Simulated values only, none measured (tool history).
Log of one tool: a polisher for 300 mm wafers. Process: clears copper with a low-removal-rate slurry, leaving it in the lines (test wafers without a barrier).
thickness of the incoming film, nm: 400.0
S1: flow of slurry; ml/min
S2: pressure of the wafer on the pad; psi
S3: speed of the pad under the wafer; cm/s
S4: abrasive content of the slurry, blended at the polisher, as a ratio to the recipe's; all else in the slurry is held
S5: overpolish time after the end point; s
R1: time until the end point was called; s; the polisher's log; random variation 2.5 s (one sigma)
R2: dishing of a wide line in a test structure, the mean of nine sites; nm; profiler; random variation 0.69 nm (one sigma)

run	hour	S1	S2	S3	S4	S5	R1	R2
1	0	305	3.3	98	1	15	132.45	35.795
2	5.3	305	3.3	112	1	15	115.78	39.898
3	10.6	305	3.2	112	1	16	119.68	41.176
4	17.7	305	3.1	112	1	17	120.07	41.901
5	21.8	375	3.1	112	1	17	119.75	42.375
6	29	375	3	112	1	18	127.25	43.351
7	36.7	375	2.9	112	1	19	124.72	44.404
8	40	375	2.8	110	1	20	131.98	43.637

The next listed run, before its measurement:
9	42.5	370	2.1	108	1	26	?	?

R1: 179.7 s
R2: 40.547 nm
